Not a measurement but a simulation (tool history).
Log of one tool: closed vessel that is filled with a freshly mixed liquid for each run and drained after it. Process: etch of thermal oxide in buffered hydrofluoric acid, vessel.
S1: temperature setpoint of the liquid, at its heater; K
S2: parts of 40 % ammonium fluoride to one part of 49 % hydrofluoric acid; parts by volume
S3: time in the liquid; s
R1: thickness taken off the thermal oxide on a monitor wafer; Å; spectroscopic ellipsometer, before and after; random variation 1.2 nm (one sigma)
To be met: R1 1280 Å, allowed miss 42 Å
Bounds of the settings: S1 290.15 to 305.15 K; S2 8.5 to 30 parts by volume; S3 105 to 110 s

{"run": 1, "hour": 0.0, "S1": 297.15, "S2": 23.5, "S3": 105, "R1": 551.14}
{"run": 2, "hour": 4.5, "S1": 299.65, "S2": 23.5, "S3": 105, "R1": 626.56}
{"run": 3, "hour": 8.8, "S1": 299.65, "S2": 29, "S3": 105, "R1": 542.39}
{"run": 4, "hour": 16.8, "S1": 300.65, "S2": 24.5, "S3": 105, "R1": 648.17}
{"run": 5, "hour": 25.5, "S1": 300.65, "S2": 24.5, "S3": 110, "R1": 674.19}
{"run": 6, "hour": 27.2, "S1": 301.65, "S2": 21, "S3": 110, "R1": 801.1}
{"run": 7, "hour": 33.0, "S1": 302.65, "S2": 18.5, "S3": 110, "R1": 947.03}
{"run": 8, "hour": 37.1, "S1": 303.15, "S2": 17.5, "S3": 110, "R1": 1001.2}
{"run": 9, "hour": 38.0, "S1": 305.15, "S2": 12, "S3": 110, "R1": 1627.7}
{"run": 10, "hour": 38.8, "S1": 304.15, "S2": 12, "S3": 110, "R1": 1571.4}

4 next moves are on the table. One of them brings every result within its allowed miss. Which?
{"run": "A", "hour": 39.6, "S1": 305.15, "S2": 8.5, "S3": 110, "R1": "?"}
{"run": "B", "hour": 39.6, "S1": 304.65, "S2": 11, "S3": 105, "R1": "?"}
{"run": "C", "hour": 39.6, "S1": 305.15, "S2": 14.5, "S3": 105, "R1": "?"}
{"run": "D", "hour": 39.6, "S1": 302.65, "S2": 12, "S3": 110, "R1": "?"}

move=A R1=2201.4
move=B R1=1642.2
move=C R1=1287.1
move=D R1=1423.5
A: further off than the last run
B: further off than the last run
C: meets every target
D: nearer than the last run, and not there yet
The right move is C.
